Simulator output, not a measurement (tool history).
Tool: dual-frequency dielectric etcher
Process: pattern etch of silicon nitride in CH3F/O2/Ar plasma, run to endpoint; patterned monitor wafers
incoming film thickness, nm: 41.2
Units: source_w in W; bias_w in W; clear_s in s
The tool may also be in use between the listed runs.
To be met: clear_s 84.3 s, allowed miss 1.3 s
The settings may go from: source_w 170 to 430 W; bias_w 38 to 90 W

{"run": 1, "hour": 0.0, "source_w": 300, "bias_w": 64, "clear_s": 68.281}
{"run": 2, "hour": 6.5, "source_w": 300, "bias_w": 72, "clear_s": 65.464}
{"run": 3, "hour": 11.3, "source_w": 300, "bias_w": 80, "clear_s": 62.615}
{"run": 4, "hour": 12.9, "source_w": 280, "bias_w": 76, "clear_s": 65.991}
{"run": 5, "hour": 20.2, "source_w": 260, "bias_w": 73, "clear_s": 68.838}
{"hour": 24.3, "done": "source power generator calibrated"}
{"run": 6, "hour": 24.3, "source_w": 260, "bias_w": 78, "clear_s": 67.576}
{"run": 7, "hour": 33.3, "source_w": 240, "bias_w": 75, "clear_s": 70.967}
{"run": 8, "hour": 41.9, "source_w": 230, "bias_w": 73, "clear_s": 72.648}
{"run": 9, "hour": 49.0, "source_w": 220, "bias_w": 71, "clear_s": 74.572}
{"run": 10, "hour": 50.7, "source_w": 210, "bias_w": 69, "clear_s": 77.499}
{"run": 11, "hour": 55.1, "source_w": 200, "bias_w": 68, "clear_s": 78.839}

4 next moves are on the table. One of them brings every result within its allowed miss. Which?
{"run": "A", "hour": 59.5, "source_w": 200, "bias_w": 58, "clear_s": "?"}
{"run": "B", "hour": 59.5, "source_w": 230, "bias_w": 71, "clear_s": "?"}
{"run": "C", "hour": 59.5, "source_w": 210, "bias_w": 60, "clear_s": "?"}
{"run": "D", "hour": 59.5, "source_w": 180, "bias_w": 71, "clear_s": "?"}

move=A clear_s=84.5
move=B clear_s=74.185
move=C clear_s=81.906
move=D clear_s=81.149
A: meets every target
B: further off than the last run
C: nearer than the last run, and not there yet
D: nearer than the last run, and not there yet
Answer: A

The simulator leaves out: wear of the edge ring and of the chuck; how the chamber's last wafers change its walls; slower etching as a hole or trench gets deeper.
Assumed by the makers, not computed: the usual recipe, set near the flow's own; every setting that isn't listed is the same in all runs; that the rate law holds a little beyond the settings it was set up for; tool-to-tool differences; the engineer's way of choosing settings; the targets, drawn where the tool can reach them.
